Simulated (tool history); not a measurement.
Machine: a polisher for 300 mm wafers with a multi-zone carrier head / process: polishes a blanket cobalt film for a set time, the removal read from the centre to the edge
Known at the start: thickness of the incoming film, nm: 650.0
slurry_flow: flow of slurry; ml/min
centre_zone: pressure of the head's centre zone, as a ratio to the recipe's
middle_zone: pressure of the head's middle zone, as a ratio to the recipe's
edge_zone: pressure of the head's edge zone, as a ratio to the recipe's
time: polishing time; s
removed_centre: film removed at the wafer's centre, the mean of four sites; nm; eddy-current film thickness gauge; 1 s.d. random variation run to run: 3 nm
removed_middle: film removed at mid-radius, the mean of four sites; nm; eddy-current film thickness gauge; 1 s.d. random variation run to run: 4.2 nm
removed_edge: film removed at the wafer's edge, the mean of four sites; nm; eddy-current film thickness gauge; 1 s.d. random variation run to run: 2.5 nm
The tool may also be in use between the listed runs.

run,hour,slurry_flow,centre_zone,middle_zone,edge_zone,time,removed_centre,removed_middle,removed_edge
1,0,285,1,1,1,50,258.7,260.08,255.05
2,1.6,295,1.03,1.03,1.04,54,288.85,289.67,280.31
3,10.3,300,1.05,1.04,1.07,57,311.6,310,304.2
4,14.2,310,1.07,1.06,1.1,59,331.54,322.91,317.86
5,21.4,315,1.08,1.08,1.12,60,340.13,337.11,325.84
6,22.4,320,1.09,1.09,1.13,61,351.55,340.19,332.55
7,26,320,1.09,1.1,1.14,62,354.48,362.78,339.4

Run 8 comes next. What will it give?
8,30.9,325,1.1,1.1,1.15,62,?,?,?

removed_centre: 361.8 nm
removed_middle: 355.69 nm
removed_edge: 341.83 nm
